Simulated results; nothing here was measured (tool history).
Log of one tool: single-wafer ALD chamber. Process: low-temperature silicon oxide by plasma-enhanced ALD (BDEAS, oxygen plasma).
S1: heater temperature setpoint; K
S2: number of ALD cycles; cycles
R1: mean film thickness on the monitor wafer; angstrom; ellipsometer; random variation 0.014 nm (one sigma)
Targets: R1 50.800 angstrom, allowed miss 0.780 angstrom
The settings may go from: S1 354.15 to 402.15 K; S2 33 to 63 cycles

run 1 hour=0.0 | S1=378.15 S2=48 | R1=64.452
run 2 hour=7.3 | S1=378.15 S2=46 | R1=61.523
run 3 hour=15.6 | S1=378.15 S2=42 | R1=56.462
run 4 hour=16.1 | S1=369.15 S2=42 | R1=57.402
run 5 hour=22.1 | S1=369.15 S2=46 | R1=62.964
run 6 hour=27.9 | S1=369.15 S2=42 | R1=57.744
run 7 hour=30.2 | S1=373.15 S2=41 | R1=55.531
run 8 hour=38.5 | S1=376.15 S2=40 | R1=53.742
run 9 hour=42.1 | S1=379.15 S2=40 | R1=53.594
run 10 hour=48.5 | S1=382.15 S2=40 | R1=53.386
run 11 hour=49.1 | S1=384.15 S2=40 | R1=53.075
run 12 hour=54.3 | S1=386.15 S2=40 | R1=53.044
run 13 hour=55.7 | S1=387.15 S2=40 | R1=53.152
run 14 hour=64.3 | S1=388.15 S2=40 | R1=52.579
run 15 hour=67.6 | S1=390.15 S2=40 | R1=52.769

Which of these 4 next moves meets every target?
run A hour=70.9 | S1=396.15 S2=39 | R1=?
run B hour=70.9 | S1=391.15 S2=42 | R1=?
run C hour=70.9 | S1=389.15 S2=42 | R1=?
run D hour=70.9 | S1=389.15 S2=37 | R1=?

move=A R1=50.580
move=B R1=54.920
move=C R1=55.100
move=D R1=48.540
A: meets every target
B: further off than the last run
C: further off than the last run
D: takes the result that was furthest off past its target
Answer: A

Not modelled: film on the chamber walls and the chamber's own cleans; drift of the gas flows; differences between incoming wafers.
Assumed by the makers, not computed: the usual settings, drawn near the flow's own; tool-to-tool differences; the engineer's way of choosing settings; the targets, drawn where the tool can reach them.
